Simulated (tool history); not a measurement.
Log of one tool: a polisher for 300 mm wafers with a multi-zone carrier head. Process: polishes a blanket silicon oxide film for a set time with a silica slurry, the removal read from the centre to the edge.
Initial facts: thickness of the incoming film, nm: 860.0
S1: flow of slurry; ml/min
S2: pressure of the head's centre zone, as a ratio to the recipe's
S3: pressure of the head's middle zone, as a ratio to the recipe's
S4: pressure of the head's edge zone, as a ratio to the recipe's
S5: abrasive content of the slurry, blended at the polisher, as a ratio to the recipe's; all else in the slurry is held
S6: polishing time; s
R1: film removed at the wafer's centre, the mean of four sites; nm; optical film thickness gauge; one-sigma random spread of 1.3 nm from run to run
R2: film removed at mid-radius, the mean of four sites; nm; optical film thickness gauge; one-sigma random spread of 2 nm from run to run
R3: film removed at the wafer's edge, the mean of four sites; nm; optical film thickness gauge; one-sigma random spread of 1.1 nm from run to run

run	hour	S1	S2	S3	S4	S5	S6	R1	R2	R3
1	0	260	1	1	1	1	53	235.07	239.79	236.13
2	3.5	260	1.06	1	1	1	53	247.98	239.13	236.69
3	12.3	260	1.13	1	1	1	53	263.32	242.37	235.31
4	15.2	250	1.09	0.95	0.97	0.85	53	225.63	202.97	209.43
5	18.3	250	1.09	0.95	0.97	0.7	53	192.47	176.54	176.77
6	23	240	1.07	0.93	0.97	0.7	53	188.93	167.27	174.45
7	25.6	230	1.05	0.93	0.99	0.7	53	182.8	165.68	175.96

What does the tool deliver on the next run?
8	28.1	220	1.05	0.93	0.99	0.7	53	?	?	?

R1: 183.64 nm
R2: 161.98 nm
R3: 176.51 nm
